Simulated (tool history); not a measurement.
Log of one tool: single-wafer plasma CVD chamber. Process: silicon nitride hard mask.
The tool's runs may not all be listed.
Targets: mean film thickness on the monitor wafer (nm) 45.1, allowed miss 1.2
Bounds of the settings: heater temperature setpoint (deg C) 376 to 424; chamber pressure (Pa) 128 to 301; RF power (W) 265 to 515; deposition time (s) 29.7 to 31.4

run  hour  heater temperature setpoint (deg C)  chamber pressure (Pa)  RF power (W)  deposition time (s)  mean film thickness on the monitor wafer (nm)
  1     0                                  400                    215           390                 31.4                                         37.474
  2   3.4                                  400                    215           390                 29.7                                         35.519
  3     8                                  408                    215           390                 29.7                                         35.012
  4  13.4                                  402                    215           390                 29.7                                         35.223
  5  16.5                                  402                    215           390                 31.4                                         36.967
  6  18.6                                  406                    215           390                 31.4                                         37.604
  7  20.6                                  406                    225           400                 31.4                                          39.03
  8  24.4                                  406                    233           400                 31.4                                         38.957
  9  28.3                                  406                    241           405                 31.4                                         39.874

4 next moves are on the table. One of them brings every result within its allowed miss. Which?
  A  32.2                                  410                    231           370                 29.7                                              ?
  B  32.2                                  411                    260           420                 31.4                                              ?
  C  32.2                                  401                    240           355                 29.7                                              ?
  D  32.2                                  401                    301           450                 30.8                                              ?

move  mean film thickness on the monitor wafer (nm)
   A                                         34.307
   B                                         41.633
   C                                         33.515
   D                                         44.918
A: further off than the last run
B: nearer than the last run, and not there yet
C: further off than the last run
D: meets every target
Move D is the one to make.
